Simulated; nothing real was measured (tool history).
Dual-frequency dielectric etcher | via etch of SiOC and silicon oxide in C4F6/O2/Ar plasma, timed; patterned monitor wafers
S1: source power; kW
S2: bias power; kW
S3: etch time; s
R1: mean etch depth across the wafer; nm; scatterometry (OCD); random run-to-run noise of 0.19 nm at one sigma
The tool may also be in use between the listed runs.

run	hour	S1	S2	S3	R1
1	0.0	0.440	0.225	55.0	67.842
2	0.8	0.440	0.225	55.0	67.790
3	7.5	0.440	0.225	50.5	61.741
4	12.9	0.430	0.224	50.5	61.598
5	15.2	0.430	0.249	50.5	63.832
6	23.8	0.430	0.249	50.5	63.639
7	31.1	0.420	0.247	50.5	62.952
8	36.3	0.410	0.246	50.5	62.440
9	38.4	0.400	0.245	50.5	61.511

Run 10, settings as shown, results not yet in. Your forecast:
10	42.0	0.390	0.244	50.5	?

R1: 61.070 nm
